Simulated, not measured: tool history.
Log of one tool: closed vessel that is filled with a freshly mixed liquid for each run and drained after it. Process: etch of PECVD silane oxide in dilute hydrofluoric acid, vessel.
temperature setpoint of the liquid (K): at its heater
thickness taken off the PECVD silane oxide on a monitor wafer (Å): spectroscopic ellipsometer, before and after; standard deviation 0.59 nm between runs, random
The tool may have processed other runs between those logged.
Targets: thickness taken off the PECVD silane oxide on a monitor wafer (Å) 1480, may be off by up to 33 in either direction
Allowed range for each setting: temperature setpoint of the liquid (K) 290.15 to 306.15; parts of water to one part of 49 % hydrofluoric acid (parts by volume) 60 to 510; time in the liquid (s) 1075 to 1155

run	hour	temperature setpoint of the liquid (K)	parts of water to one part of 49 % hydrofluoric acid (parts by volume)	time in the liquid (s)	thickness taken off the PECVD silane oxide on a monitor wafer (Å)
1	0	298.15	285	1075	847.31
2	8.3	299.65	270	1075	946.63
3	17.3	298.15	270	1075	910.84
4	25.3	298.15	270	1155	974.07
5	26.5	299.65	265	1155	1042.8
6	31	300.65	255	1155	1138.6
7	38.3	301.65	250	1155	1205.6
8	44.7	302.65	245	1155	1292.4
9	47.3	303.15	245	1155	1307.1
10	55.7	303.15	245	1155	1301.6
11	57.2	306.15	235	1155	1520.7

4 next moves are on the table. One of them brings every result within its allowed miss. Which?
A	58.7	305.65	215	1075	?
B	58.7	303.65	215	1140	?
C	58.7	305.65	225	1085	?
D	58.7	302.15	205	1140	?

move	thickness taken off the PECVD silane oxide on a monitor wafer (Å)
A	1551.7
B	1541.2
C	1476.9
D	1556.6
A: misses by more than the last run did
B: misses by more than the last run did
C: all results land within tolerance of their targets
D: misses by more than the last run did
The move that meets every target is C.
